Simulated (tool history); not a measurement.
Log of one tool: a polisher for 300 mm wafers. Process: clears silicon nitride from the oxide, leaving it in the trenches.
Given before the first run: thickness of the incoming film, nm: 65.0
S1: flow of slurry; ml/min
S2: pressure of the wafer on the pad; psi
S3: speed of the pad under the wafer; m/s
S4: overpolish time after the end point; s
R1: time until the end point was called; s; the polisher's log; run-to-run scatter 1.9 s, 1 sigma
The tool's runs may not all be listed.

{"run": 1, "hour": 0.0, "S1": 120, "S2": 2.8, "S3": 0.8, "S4": 9, "R1": 88.126}
{"run": 2, "hour": 4.3, "S1": 120, "S2": 2.8, "S3": 0.8, "S4": 9, "R1": 91.163}
{"run": 3, "hour": 8.0, "S1": 120, "S2": 2.8, "S3": 0.8, "S4": 7, "R1": 89.9}
{"run": 4, "hour": 13.9, "S1": 120, "S2": 2.7, "S3": 0.8, "S4": 7, "R1": 94.763}
{"run": 5, "hour": 22.2, "S1": 120, "S2": 2.7, "S3": 0.94, "S4": 7, "R1": 79.242}
{"run": 6, "hour": 29.9, "S1": 120, "S2": 2.7, "S3": 1.06, "S4": 7, "R1": 71.837}

Expected results for the next run?
{"run": 7, "hour": 30.9, "S1": 120, "S2": 2.6, "S3": 1.06, "S4": 7, "R1": "?"}

R1: 74.275 s

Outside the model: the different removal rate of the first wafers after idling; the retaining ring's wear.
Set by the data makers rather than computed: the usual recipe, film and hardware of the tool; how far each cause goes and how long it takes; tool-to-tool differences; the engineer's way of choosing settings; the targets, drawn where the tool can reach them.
